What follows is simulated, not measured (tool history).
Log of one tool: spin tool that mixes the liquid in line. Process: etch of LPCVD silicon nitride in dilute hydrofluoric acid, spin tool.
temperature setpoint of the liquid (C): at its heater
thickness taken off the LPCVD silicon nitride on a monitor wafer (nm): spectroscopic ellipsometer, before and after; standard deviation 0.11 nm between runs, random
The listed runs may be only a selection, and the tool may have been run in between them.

run	hour	temperature setpoint of the liquid (C)	parts of water to one part of 49 % hydrofluoric acid (parts by volume)	time under the liquid (s)	thickness taken off the LPCVD silicon nitride on a monitor wafer (nm)
1	0	23	60	310	2.5041
2	3	25	50	310	3.3827
3	4.6	25	50	335	3.7136
4	7.8	26.5	45	335	4.3949
5	15.4	23.5	45	335	3.682
6	19.9	25.5	40	335	4.6451

Expected results for the next run?
7	21.9	26.5	40	335	?

thickness taken off the LPCVD silicon nitride on a monitor wafer (nm): 4.9775
